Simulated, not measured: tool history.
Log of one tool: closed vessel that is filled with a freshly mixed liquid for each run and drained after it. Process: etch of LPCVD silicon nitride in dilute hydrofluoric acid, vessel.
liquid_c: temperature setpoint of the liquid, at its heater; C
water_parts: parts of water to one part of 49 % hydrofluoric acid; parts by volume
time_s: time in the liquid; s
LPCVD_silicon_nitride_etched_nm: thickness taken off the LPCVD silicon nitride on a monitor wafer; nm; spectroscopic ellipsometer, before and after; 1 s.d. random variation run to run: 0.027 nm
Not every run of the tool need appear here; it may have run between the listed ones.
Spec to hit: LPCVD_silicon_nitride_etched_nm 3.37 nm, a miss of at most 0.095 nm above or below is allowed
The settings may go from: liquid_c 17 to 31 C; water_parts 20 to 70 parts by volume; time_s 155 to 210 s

run,hour,liquid_c,water_parts,time_s,LPCVD_silicon_nitride_etched_nm
1,0,23,40,210,2.612
2,8.4,23,40,155,1.8915
3,17.1,25,40,155,2.1713
4,22.4,25,45,155,1.9587
5,28.9,26.5,40,155,2.4325
6,32.3,26.5,55,155,1.756
7,40,27.5,50,155,2.0659
8,44,28.5,45,155,2.4271
9,46.6,28.5,45,155,2.4316
10,52.3,29,45,155,2.5622
11,59.9,31,40,155,3.2246
12,68.6,31,40,175,3.6538
13,71.8,30.5,40,175,3.5318

4 candidate next runs follow, results not yet known. Just one meets every target within its allowed miss. Identify it.
A,75,30,40,185,?
B,75,31,40,175,?
C,75,27.5,40,205,?
D,75,31,45,195,?

move,LPCVD_silicon_nitride_etched_nm
A,3.63
B,3.6631
C,3.4151
D,3.634
A: its largest miss is bigger than the last run's
B: its largest miss is bigger than the last run's
C: each result inside its tolerance
D: its largest miss is bigger than the last run's
C is the move that brings every result within its allowed miss.

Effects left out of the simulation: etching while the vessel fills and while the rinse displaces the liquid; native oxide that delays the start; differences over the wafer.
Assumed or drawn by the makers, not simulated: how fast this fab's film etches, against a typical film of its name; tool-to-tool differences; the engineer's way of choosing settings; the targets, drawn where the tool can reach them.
